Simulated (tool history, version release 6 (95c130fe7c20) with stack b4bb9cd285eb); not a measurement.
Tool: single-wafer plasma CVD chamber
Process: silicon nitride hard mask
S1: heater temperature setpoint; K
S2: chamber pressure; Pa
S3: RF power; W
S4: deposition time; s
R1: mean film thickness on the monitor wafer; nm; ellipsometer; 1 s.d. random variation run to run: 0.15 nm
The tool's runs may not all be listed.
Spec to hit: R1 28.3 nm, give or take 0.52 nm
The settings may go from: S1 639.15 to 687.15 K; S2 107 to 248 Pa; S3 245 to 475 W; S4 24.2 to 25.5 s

Run 1, hour 0: S1 663.15 K, S2 177 Pa, S3 360 W, S4 25.5 s. Result: R1 30.955 nm.
Run 2, hour 5.8: S1 663.15 K, S2 177 Pa, S3 360 W, S4 25.5 s. Result: R1 30.875 nm.
Run 3, hour 14.2: S1 663.15 K, S2 165 Pa, S3 355 W, S4 25.5 s. Result: R1 29.78 nm.
Run 4, hour 17.6: S1 663.15 K, S2 165 Pa, S3 385 W, S4 25.5 s. Result: R1 31.016 nm.
Run 5, hour 23.7: S1 663.15 K, S2 165 Pa, S3 435 W, S4 25.5 s. Result: R1 32.842 nm.
Run 6, hour 26.5: S1 670.15 K, S2 165 Pa, S3 435 W, S4 25.5 s. Result: R1 32.869 nm.
Run 7, hour 29.9: S1 670.15 K, S2 149 Pa, S3 425 W, S4 25.4 s. Result: R1 30.81 nm.
Run 8, hour 35.2: S1 670.15 K, S2 140 Pa, S3 425 W, S4 25.4 s. Result: R1 30.386 nm.
Run 9, hour 43.4: S1 670.15 K, S2 131 Pa, S3 425 W, S4 25.4 s. Result: R1 28.967 nm.

Which of these 4 next moves meets every target?
Run A, hour 51.6: S1 665.15 K, S2 133 Pa, S3 410 W, S4 25.5 s. Result: R1 ?.
Run B, hour 51.6: S1 677.15 K, S2 141 Pa, S3 460 W, S4 24.2 s. Result: R1 ?.
Run C, hour 51.6: S1 682.15 K, S2 133 Pa, S3 425 W, S4 24.5 s. Result: R1 ?.
Run D, hour 51.6: S1 668.15 K, S2 145 Pa, S3 405 W, S4 25.5 s. Result: R1 ?.

move      R1
   A  29.473
   B  30.288
   C  28.587
   D  30.479
A: misses by more than the last run did
B: misses by more than the last run did
C: all results land within tolerance of their targets
D: misses by more than the last run did
Move C is the one to make.
